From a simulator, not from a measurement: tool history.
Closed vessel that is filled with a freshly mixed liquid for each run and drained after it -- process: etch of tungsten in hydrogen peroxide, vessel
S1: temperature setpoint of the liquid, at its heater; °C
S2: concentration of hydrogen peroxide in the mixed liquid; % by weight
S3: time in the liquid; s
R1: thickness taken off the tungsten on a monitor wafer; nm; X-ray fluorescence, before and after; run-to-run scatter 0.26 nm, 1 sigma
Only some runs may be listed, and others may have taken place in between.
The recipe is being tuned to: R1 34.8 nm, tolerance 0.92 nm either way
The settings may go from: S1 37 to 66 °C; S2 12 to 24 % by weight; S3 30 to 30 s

run 1 hour=0 | S1=53 S2=16 S3=30 | R1=43.557
run 2 hour=8.9 | S1=58.5 S2=16 S3=30 | R1=60.305
run 3 hour=10.9 | S1=58.5 S2=14.5 S3=30 | R1=57.663
run 4 hour=17.1 | S1=58.5 S2=16 S3=30 | R1=59.351
run 5 hour=18.3 | S1=58.5 S2=16 S3=30 | R1=59.48
run 6 hour=27.3 | S1=58.5 S2=13 S3=30 | R1=53.402
run 7 hour=30.8 | S1=56.5 S2=13 S3=30 | R1=47.925
run 8 hour=38.1 | S1=55 S2=13 S3=30 | R1=43.935
run 9 hour=44.2 | S1=54 S2=13 S3=30 | R1=41.52
run 10 hour=46.7 | S1=53 S2=13 S3=30 | R1=38.734
run 11 hour=48.5 | S1=52.5 S2=13 S3=30 | R1=37.949
run 12 hour=56.5 | S1=52 S2=13 S3=30 | R1=36.794

Consider the 4 candidate settings below. Which is the only one whose results all fall within their allowed miss of target?
run A hour=64.5 | S1=48.5 S2=21.5 S3=30 | R1=?
run B hour=64.5 | S1=52.5 S2=13 S3=30 | R1=?
run C hour=64.5 | S1=51.5 S2=12.5 S3=30 | R1=?
run D hour=64.5 | S1=50 S2=16.5 S3=30 | R1=?

move=A R1=37.815
move=B R1=37.521
move=C R1=34.637
move=D R1=36.324
A: misses by more than the last run did
B: misses by more than the last run did
C: all results land within tolerance of their targets
D: closer than the last run, but not yet in spec
Move C is the one to make.
